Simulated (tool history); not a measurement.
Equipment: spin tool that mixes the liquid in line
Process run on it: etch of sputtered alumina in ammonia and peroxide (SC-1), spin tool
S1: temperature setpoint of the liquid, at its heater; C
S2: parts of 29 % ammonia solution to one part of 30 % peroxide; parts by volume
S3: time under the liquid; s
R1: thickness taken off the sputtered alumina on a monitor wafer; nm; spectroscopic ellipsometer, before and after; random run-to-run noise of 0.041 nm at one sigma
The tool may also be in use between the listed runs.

{"run": 1, "day": 0.0, "S1": 61.0, "S2": 0.8, "S3": 70, "R1": 12.567}
{"run": 2, "day": 0.042, "S1": 61.0, "S2": 1.0, "S3": 70, "R1": 12.849}
{"run": 3, "day": 0.304, "S1": 61.0, "S2": 1.0, "S3": 75, "R1": 13.82}
{"run": 4, "day": 0.446, "S1": 61.0, "S2": 1.0, "S3": 75, "R1": 13.735}
{"run": 5, "day": 0.617, "S1": 61.0, "S2": 0.85, "S3": 75, "R1": 13.482}
{"run": 6, "day": 0.792, "S1": 61.0, "S2": 0.85, "S3": 75, "R1": 13.569}
{"run": 7, "day": 1.133, "S1": 59.5, "S2": 0.85, "S3": 75, "R1": 12.518}

Run 8, settings as shown, results not yet in. Your forecast:
{"run": 8, "day": 1.3, "S1": 58.5, "S2": 0.85, "S3": 75, "R1": "?"}

R1: 11.924 nm
